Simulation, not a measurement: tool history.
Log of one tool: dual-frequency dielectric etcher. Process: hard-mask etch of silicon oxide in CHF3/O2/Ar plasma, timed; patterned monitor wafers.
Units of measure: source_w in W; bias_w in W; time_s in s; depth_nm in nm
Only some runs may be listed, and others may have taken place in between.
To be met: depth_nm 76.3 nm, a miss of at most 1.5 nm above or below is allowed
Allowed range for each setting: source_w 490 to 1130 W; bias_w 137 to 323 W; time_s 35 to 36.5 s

{"run": 1, "hour": 0.0, "source_w": 810, "bias_w": 230, "time_s": 35, "depth_nm": 90.228}
{"run": 2, "hour": 6.1, "source_w": 810, "bias_w": 270, "time_s": 35, "depth_nm": 92.986}
{"run": 3, "hour": 9.4, "source_w": 740, "bias_w": 258, "time_s": 35, "depth_nm": 90.711}
{"run": 4, "hour": 15.2, "source_w": 740, "bias_w": 258, "time_s": 36.5, "depth_nm": 94.006}
{"run": 5, "hour": 17.8, "source_w": 700, "bias_w": 242, "time_s": 36, "depth_nm": 88.911}
{"run": 6, "hour": 22.4, "source_w": 700, "bias_w": 261, "time_s": 36, "depth_nm": 90.404}
{"run": 7, "hour": 26.7, "source_w": 660, "bias_w": 252, "time_s": 36, "depth_nm": 88.323}
{"run": 8, "hour": 31.3, "source_w": 630, "bias_w": 242, "time_s": 36, "depth_nm": 86.274}
{"run": 9, "hour": 35.1, "source_w": 600, "bias_w": 233, "time_s": 36, "depth_nm": 84.104}
{"run": 10, "hour": 36.0, "source_w": 600, "bias_w": 233, "time_s": 36, "depth_nm": 83.351}
{"run": 11, "hour": 39.2, "source_w": 580, "bias_w": 228, "time_s": 36, "depth_nm": 82.743}
{"run": 12, "hour": 46.2, "source_w": 560, "bias_w": 222, "time_s": 36, "depth_nm": 80.672}
{"run": 13, "hour": 53.2, "source_w": 550, "bias_w": 219, "time_s": 36, "depth_nm": 80.409}
{"run": 14, "hour": 54.7, "source_w": 540, "bias_w": 216, "time_s": 36, "depth_nm": 79.495}
{"run": 15, "hour": 59.2, "source_w": 530, "bias_w": 214, "time_s": 36, "depth_nm": 79.03}
{"run": 16, "hour": 67.0, "source_w": 520, "bias_w": 212, "time_s": 36, "depth_nm": 77.387}

Which of these 4 next moves meets every target?
{"run": "A", "hour": 74.8, "source_w": 490, "bias_w": 237, "time_s": 35, "depth_nm": "?"}
{"run": "B", "hour": 74.8, "source_w": 540, "bias_w": 244, "time_s": 35, "depth_nm": "?"}
{"run": "C", "hour": 74.8, "source_w": 580, "bias_w": 198, "time_s": 35.5, "depth_nm": "?"}
{"run": "D", "hour": 74.8, "source_w": 550, "bias_w": 231, "time_s": 35.5, "depth_nm": "?"}

move=A depth_nm=76.787
move=B depth_nm=79.887
move=C depth_nm=79.211
move=D depth_nm=80.497
A: meets every target
B: further off than the last run
C: further off than the last run
D: further off than the last run
The move that meets every target is A.
